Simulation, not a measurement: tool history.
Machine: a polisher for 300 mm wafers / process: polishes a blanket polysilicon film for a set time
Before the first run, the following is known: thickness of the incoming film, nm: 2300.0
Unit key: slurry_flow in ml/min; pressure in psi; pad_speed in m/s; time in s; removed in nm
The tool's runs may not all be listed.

run 1 day=0 | slurry_flow=260 pressure=2.5 pad_speed=0.82 time=18 | removed=103.84
run 2 day=0.229 | slurry_flow=300 pressure=2.5 pad_speed=0.82 time=18 | removed=106.07
run 3 day=0.3 | slurry_flow=295 pressure=2.1 pad_speed=0.8 time=18 | removed=86.55
run 4 day=0.667 | slurry_flow=295 pressure=1.5 pad_speed=0.8 time=18 | removed=63.296
run 5 day=1.008 | slurry_flow=295 pressure=1.5 pad_speed=0.8 time=18 | removed=63.699
run 6 day=1.225 | slurry_flow=290 pressure=1.4 pad_speed=0.8 time=18 | removed=59.565
run 7 day=1.488 | slurry_flow=280 pressure=1.3 pad_speed=0.8 time=18 | removed=54.19

For run 8, what comes out?
run 8 day=1.696 | slurry_flow=275 pressure=1.3 pad_speed=0.8 time=18 | removed=?

Run 8 gave removed 55.006 nm.
